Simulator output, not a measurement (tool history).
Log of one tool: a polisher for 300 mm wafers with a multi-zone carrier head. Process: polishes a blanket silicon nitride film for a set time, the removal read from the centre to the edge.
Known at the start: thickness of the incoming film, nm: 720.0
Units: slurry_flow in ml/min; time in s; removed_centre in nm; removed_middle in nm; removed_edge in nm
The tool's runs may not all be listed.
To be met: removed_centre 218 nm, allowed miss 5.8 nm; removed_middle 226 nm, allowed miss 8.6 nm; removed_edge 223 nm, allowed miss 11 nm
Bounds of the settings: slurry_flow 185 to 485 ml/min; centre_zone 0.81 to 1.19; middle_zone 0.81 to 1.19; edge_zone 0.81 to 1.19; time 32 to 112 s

run,hour,slurry_flow,centre_zone,middle_zone,edge_zone,time,removed_centre,removed_middle,removed_edge
1,0,310,1,1,1,72,157.03,157.14,161.4
2,5.3,310,1,0.96,1,72,157.51,149.75,161.81
3,14.3,235,1,0.96,1,72,150.63,147.3,157.43
4,15.5,235,1,0.96,1,55,115.94,110.58,118.4
5,22.8,235,0.97,0.96,1,55,112.36,111.2,120.7
6,24.9,260,0.99,1,1.03,64,134.48,139.37,142.32
7,30.6,285,1.01,1.01,1.07,69,147.95,149.43,159.15
8,32,305,1.04,1.05,1.09,73,164.65,163.11,167.68
9,38.8,320,1.04,1.07,1.11,77,175.62,175.87,181.39
10,40.4,335,1.05,1.09,1.12,80,184.28,190.54,185.06
11,46.4,340,1.05,1.09,1.13,83,193.63,194,192.28
12,52.7,335,1.04,1.1,1.14,86,198.18,205.35,202.19
13,55.6,340,1.04,1.1,1.15,87,200.74,208.12,203.88

4 next moves are on the table. One of them brings every result within its allowed miss. Which?
A,58.5,410,0.85,1.1,1.17,94,?,?,?
B,58.5,330,1.13,1.1,1.13,94,?,?,?
C,58.5,270,1.09,1.15,1.19,94,?,?,?
D,58.5,370,1.13,1.1,1.03,86,?,?,?

move,removed_centre,removed_middle,removed_edge
A,179,230.3,224.26
B,233.73,225.78,217.78
C,220.17,229.59,218.98
D,216.26,208.72,193.16
A: further off than the last run
B: takes the result that was furthest off past its target
C: meets every target
D: brings the result that was furthest off to its target, and leaves another outside
Move C is the one to make.

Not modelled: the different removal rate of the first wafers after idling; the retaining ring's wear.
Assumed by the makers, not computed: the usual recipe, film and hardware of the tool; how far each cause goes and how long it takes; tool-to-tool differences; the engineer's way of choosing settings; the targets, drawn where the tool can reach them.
